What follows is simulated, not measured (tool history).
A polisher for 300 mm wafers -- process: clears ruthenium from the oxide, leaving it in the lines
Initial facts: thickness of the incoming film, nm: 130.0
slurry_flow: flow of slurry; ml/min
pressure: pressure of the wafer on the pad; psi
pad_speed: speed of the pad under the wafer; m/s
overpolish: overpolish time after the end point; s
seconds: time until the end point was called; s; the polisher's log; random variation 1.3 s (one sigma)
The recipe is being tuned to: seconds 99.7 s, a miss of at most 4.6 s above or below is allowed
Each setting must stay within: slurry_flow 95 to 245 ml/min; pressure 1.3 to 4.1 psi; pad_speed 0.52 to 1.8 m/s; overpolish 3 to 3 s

| run | hour | slurry_flow | pressure | pad_speed | overpolish | seconds |
|---|---|---|---|---|---|---|
| 1 | 0 | 155 | 2.7 | 1.16 | 3 | 74.752 |
| 2 | 3.6 | 155 | 2.7 | 1.16 | 3 | 73.548 |
| 3 | 5.7 | 155 | 2.7 | 0.92 | 3 | 92.264 |
| 4 | 8.5 | 185 | 2.7 | 0.92 | 3 | 94.069 |
| 5 | 16.7 | 185 | 3.1 | 0.92 | 3 | 80.759 |
| 6 | 22.9 | 185 | 3 | 0.92 | 3 | 82.629 |
| 7 | 30.2 | 185 | 2.9 | 0.92 | 3 | 86.289 |
| 8 | 30.9 | 185 | 2.8 | 0.92 | 3 | 91.165 |

Of the 5 settings listed for the next run, only one would bring every result within its allowed miss of target. Which one?
| A | 31.6 | 195 | 2.6 | 0.76 | 3 | ? |
| B | 31.6 | 195 | 3.1 | 0.74 | 3 | ? |
| C | 31.6 | 225 | 3 | 0.68 | 3 | ? |
| D | 31.6 | 230 | 2.9 | 0.88 | 3 | ? |
| E | 31.6 | 200 | 2.3 | 0.9 | 3 | ? |

| move | seconds |
|---|---|
| A | 115.31 |
| B | 99.708 |
| C | 109.88 |
| D | 88.567 |
| E | 110.1 |
A: pushes the last run's worst result past its target
B: every result within its allowed miss
C: pushes the last run's worst result past its target
D: moves away from the targets compared with the last run
E: pushes the last run's worst result past its target
Go with B: it meets all targets.

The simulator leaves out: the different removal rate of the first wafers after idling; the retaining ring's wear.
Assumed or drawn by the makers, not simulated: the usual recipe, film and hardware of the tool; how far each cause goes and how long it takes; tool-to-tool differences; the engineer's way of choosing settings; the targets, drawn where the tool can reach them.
